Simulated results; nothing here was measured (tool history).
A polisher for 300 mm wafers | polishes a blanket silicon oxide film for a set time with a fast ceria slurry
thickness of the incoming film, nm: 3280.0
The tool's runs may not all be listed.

run,hour,flow of slurry (ml/min),pressure of the wafer on the pad (kPa),speed of the pad under the wafer (m/s),polishing time (s),film removed (Å)
1,0,285,22.1,1.16,31,7466.5
2,6.9,285,25.5,1.16,31,8381.4
3,9.1,285,25.5,1.16,31,8365
4,11.2,285,25.5,1.16,28,7506.7
5,15.8,285,24.1,1.16,28,7230.4
6,21.6,285,29.6,1.16,28,8492.4
7,28.7,285,27.6,1.16,28,7972.6
8,37.7,280,21.4,1.12,28,6323.5
9,42.9,280,20.7,1.12,28,6221.6

Forecast run 10:
10,51.8,280,20,1.12,28,?

Run 10 gave film removed (Å) 6097.4.
